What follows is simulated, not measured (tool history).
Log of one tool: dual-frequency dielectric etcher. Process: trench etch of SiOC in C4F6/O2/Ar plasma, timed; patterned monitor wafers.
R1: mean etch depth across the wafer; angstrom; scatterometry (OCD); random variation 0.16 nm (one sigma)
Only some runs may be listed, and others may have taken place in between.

Run 1, hour 0.0: source power (kW) 0.290, bias power (kW) 0.222, etch time (s) 20. Result: R1 387.40 angstrom.
Run 2, hour 6.5: source power (kW) 0.290, bias power (kW) 0.222, etch time (s) 21. Result: R1 407.10 angstrom.
Run 3, hour 9.8: source power (kW) 0.260, bias power (kW) 0.217, etch time (s) 21. Result: R1 383.25 angstrom.
Run 4, hour 14.3: source power (kW) 0.240, bias power (kW) 0.216, etch time (s) 21. Result: R1 372.10 angstrom.
Run 5, hour 23.1: source power (kW) 0.230, bias power (kW) 0.215, etch time (s) 21. Result: R1 365.90 angstrom.
Run 6, hour 25.2: source power (kW) 0.230, bias power (kW) 0.231, etch time (s) 21. Result: R1 374.74 angstrom.

Run 7, settings as shown, results not yet in. Your forecast:
Run 7, hour 28.5: source power (kW) 0.220, bias power (kW) 0.230, etch time (s) 21. Result: R1 ?.

R1: 368.64 angstrom
